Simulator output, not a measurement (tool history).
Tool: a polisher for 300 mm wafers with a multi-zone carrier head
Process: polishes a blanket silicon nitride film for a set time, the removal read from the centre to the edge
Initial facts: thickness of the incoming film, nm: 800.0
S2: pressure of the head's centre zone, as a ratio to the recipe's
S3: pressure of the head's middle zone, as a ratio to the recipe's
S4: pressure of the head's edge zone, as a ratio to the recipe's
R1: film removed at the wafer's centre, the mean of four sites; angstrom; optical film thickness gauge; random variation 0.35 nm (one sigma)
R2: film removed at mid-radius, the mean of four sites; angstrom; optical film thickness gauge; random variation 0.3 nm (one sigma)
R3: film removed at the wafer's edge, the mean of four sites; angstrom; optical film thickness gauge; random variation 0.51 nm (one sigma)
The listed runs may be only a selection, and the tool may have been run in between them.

{"run": 1, "hour": 0.0, "flow of slurry (ml/min)": 275, "S2": 1.0, "S3": 1.0, "S4": 1.0, "polishing time (s)": 35, "R1": 398.97, "R2": 401.76, "R3": 397.88}
{"run": 2, "hour": 3.5, "flow of slurry (ml/min)": 275, "S2": 0.98, "S3": 0.99, "S4": 0.99, "polishing time (s)": 35, "R1": 374.81, "R2": 400.16, "R3": 415.01}
{"run": 3, "hour": 9.4, "flow of slurry (ml/min)": 275, "S2": 0.98, "S3": 0.99, "S4": 0.99, "polishing time (s)": 34, "R1": 366.12, "R2": 392.61, "R3": 407.46}
{"run": 4, "hour": 12.9, "flow of slurry (ml/min)": 275, "S2": 0.98, "S3": 0.99, "S4": 0.99, "polishing time (s)": 33, "R1": 365.77, "R2": 379.02, "R3": 388.51}
{"run": 5, "hour": 18.7, "flow of slurry (ml/min)": 335, "S2": 0.98, "S3": 0.99, "S4": 0.99, "polishing time (s)": 33, "R1": 359.68, "R2": 382.87, "R3": 381.86}
{"run": 6, "hour": 25.4, "flow of slurry (ml/min)": 335, "S2": 0.98, "S3": 0.99, "S4": 0.99, "polishing time (s)": 37, "R1": 417.29, "R2": 427.86, "R3": 442.42}

Run 7 comes next. What will it give?
{"run": 7, "hour": 34.4, "flow of slurry (ml/min)": 335, "S2": 0.98, "S3": 0.98, "S4": 0.99, "polishing time (s)": 36, "R1": "?", "R2": "?", "R3": "?"}

Run 7 came out at R1 402.65 angstrom, R2 420.75 angstrom, R3 419.89 angstrom.

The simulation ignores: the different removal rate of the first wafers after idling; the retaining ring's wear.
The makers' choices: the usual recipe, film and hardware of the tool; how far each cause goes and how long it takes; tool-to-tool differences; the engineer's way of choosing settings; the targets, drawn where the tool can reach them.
